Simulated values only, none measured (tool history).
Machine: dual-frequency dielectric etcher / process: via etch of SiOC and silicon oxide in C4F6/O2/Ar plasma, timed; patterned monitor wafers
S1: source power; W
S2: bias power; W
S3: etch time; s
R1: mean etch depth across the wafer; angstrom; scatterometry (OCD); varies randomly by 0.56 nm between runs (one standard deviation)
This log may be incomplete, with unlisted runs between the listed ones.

{"run": 1, "hour": 0.0, "S1": 300, "S2": 188, "S3": 100, "R1": 1104.1}
{"run": 2, "hour": 8.6, "S1": 300, "S2": 188, "S3": 104.5, "R1": 1149.5}
{"run": 3, "hour": 17.4, "S1": 280, "S2": 188, "S3": 104.5, "R1": 1113.4}
{"run": 4, "hour": 21.9, "S1": 290, "S2": 189, "S3": 104.5, "R1": 1137.4}
{"run": 5, "hour": 23.2, "S1": 300, "S2": 190, "S3": 104.5, "R1": 1151.3}
{"run": 6, "hour": 25.4, "S1": 300, "S2": 190, "S3": 100, "R1": 1105.1}
{"run": 7, "hour": 28.7, "S1": 310, "S2": 191, "S3": 100, "R1": 1124.4}

The next listed run, before its measurement:
{"run": 8, "hour": 32.7, "S1": 370, "S2": 201, "S3": 100, "R1": "?"}

R1: 1231.1 angstrom

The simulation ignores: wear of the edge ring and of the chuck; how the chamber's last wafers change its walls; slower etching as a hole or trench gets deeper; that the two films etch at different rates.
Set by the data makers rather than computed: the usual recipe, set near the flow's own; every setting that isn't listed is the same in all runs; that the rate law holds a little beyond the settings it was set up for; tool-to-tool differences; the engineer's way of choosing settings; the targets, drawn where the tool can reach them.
